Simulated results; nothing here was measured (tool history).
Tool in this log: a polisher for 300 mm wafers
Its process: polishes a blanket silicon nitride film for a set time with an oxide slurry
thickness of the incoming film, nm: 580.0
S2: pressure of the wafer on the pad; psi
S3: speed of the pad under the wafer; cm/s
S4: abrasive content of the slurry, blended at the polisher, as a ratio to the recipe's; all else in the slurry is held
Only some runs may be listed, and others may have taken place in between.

{"run": 1, "hour": 0.0, "flow of slurry (ml/min)": 145, "S2": 3.8, "S3": 86, "S4": 1.0, "polishing time (s)": 51, "film removed (nm)": 29.818}
{"run": 2, "hour": 7.0, "flow of slurry (ml/min)": 140, "S2": 3.3, "S3": 84, "S4": 1.0, "polishing time (s)": 51, "film removed (nm)": 26.027}
{"run": 3, "hour": 7.9, "flow of slurry (ml/min)": 140, "S2": 3.3, "S3": 84, "S4": 1.2, "polishing time (s)": 51, "film removed (nm)": 27.781}
{"run": 4, "hour": 11.2, "flow of slurry (ml/min)": 135, "S2": 2.9, "S3": 80, "S4": 1.2, "polishing time (s)": 51, "film removed (nm)": 24.005}
{"run": 5, "hour": 15.9, "flow of slurry (ml/min)": 135, "S2": 2.9, "S3": 80, "S4": 1.05, "polishing time (s)": 51, "film removed (nm)": 22.728}
{"run": 6, "hour": 23.0, "flow of slurry (ml/min)": 130, "S2": 2.6, "S3": 78, "S4": 1.05, "polishing time (s)": 51, "film removed (nm)": 20.515}

What will run 7 give?
{"run": 7, "hour": 26.7, "flow of slurry (ml/min)": 130, "S2": 2.6, "S3": 78, "S4": 1.05, "polishing time (s)": 51, "film removed (nm)": "?"}

film removed (nm): 20.148
